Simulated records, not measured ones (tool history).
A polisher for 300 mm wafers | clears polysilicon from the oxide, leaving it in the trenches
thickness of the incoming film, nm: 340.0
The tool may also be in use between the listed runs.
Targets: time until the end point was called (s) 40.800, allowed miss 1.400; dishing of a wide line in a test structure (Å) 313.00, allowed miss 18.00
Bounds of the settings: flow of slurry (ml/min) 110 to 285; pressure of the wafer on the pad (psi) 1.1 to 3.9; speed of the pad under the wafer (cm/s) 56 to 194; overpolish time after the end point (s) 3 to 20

run    day  flow of slurry (ml/min)  pressure of the wafer on the pad (psi)  speed of the pad under the wafer (cm/s)  overpolish time after the end point (s)  time until the end point was called (s)  dishing of a wide line in a test structure (Å)
  1  0.000                      180                                     2.5                                      124                                       10                                   19.758                                          711.42
  2  0.367                      180                                     2.2                                      120                                        9                                   22.481                                          637.17
  3  0.408                      195                                     2.0                                      112                                        8                                   25.470                                          584.17
  4  0.742                      210                                     1.8                                      106                                        7                                   28.995                                          487.51
     0.788  -- slurry nozzle cleaned
  5  0.788                      210                                     1.8                                      106                                        9                                   27.294                                          597.29
  6  1.150                      210                                     2.4                                      106                                        9                                   21.559                                          680.23
  7  1.262                      190                                     2.2                                      110                                        8                                   22.674                                          618.37
  8  1.612                      210                                     2.0                                      106                                        7                                   24.775                                          531.36
  9  1.988                      210                                     1.8                                      102                                        6                                   27.714                                          473.78
 10  2.033                      210                                     1.7                                       98                                        5                                   30.853                                          382.15
 11  2.350                      195                                     1.6                                       98                                        5                                   32.645                                          366.53
 12  2.650                      185                                     1.5                                       98                                        5                                   34.271                                          352.03
 13  2.808                      185                                     1.5                                       98                                        5                                   35.059                                          360.20
 14  3.138                      175                                     1.5                                       98                                        5                                   34.858                                          363.13
 15  3.167                      170                                     1.5                                       98                                        5                                   34.864                                          346.78
 16  3.388                      165                                     1.5                                       98                                        5                                   35.126                                          351.97
 17  3.671                      160                                     1.5                                       98                                        5                                   35.850                                          351.51
 18  4.033                      155                                     1.1                                       98                                        3                                   45.361                                          189.77
 19  4.288                      170                                     1.1                                       94                                        3                                   46.684                                          185.21
 20  4.604                      170                                     1.2                                       90                                        3                                   45.479                                          184.08
 21  4.638                      165                                     1.2                                       90                                        4                                   45.675                                          238.25
 22  4.958                      175                                     1.2                                       90                                        4                                   44.793                                          237.06

4 next moves are on the table. One of them brings every result within its allowed miss. Which?
  A  5.279                      210                                     1.3                                       86                                        6                                        ?                                               ?
  B  5.279                      185                                     1.4                                       88                                        5                                        ?                                               ?
  C  5.279                      135                                     2.3                                       60                                        6                                        ?                                               ?
  D  5.279                      165                                     1.3                                       96                                        4                                        ?                                               ?

move  time until the end point was called (s)  dishing of a wide line in a test structure (Å)
   A                                   42.463                                          353.85
   B                                   39.940                                          322.50
   C                                   40.522                                          366.45
   D                                   39.668                                          271.27
A: takes the result that was furthest off past its target
B: meets every target
C: takes the result that was furthest off past its target
D: nearer than the last run, and not there yet
Answer: B
